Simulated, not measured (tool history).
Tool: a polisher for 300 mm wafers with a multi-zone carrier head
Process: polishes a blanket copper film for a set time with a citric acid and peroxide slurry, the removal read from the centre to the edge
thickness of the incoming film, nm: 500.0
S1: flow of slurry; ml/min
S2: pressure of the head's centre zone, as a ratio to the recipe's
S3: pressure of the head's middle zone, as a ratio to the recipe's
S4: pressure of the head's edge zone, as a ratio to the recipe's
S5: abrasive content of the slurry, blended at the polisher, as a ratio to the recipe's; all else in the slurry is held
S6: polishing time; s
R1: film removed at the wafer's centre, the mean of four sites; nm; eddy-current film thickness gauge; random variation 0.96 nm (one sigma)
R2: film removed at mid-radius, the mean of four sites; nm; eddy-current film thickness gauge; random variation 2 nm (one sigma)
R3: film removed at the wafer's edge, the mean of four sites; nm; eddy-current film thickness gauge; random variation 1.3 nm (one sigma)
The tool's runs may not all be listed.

run  hour   S1    S2    S3    S4    S5  S6      R1      R2      R3
  1     0  290     1     1     1     1  41  116.82  116.18  115.96
  2   1.1  290     1     1  0.94     1  41  116.75  113.26  110.57
  3     4  350     1     1  0.94     1  41  120.07  115.78   112.2
  4   9.1  350     1     1  0.94  1.15  41  121.17  119.31  115.65
  5    14  350     1  0.96  0.94  1.15  41  121.24  116.89  116.09
  6  22.3  355  1.04  0.99  0.96   1.2  41  128.31  119.43   117.8

Run 7 comes next. What will it give?
  7  23.5  360  1.06  1.02  0.98  1.25  41   ?   ?   ?

{"run 7": {"R1": 132.8, "R2": 124.17, "R3": 119}}
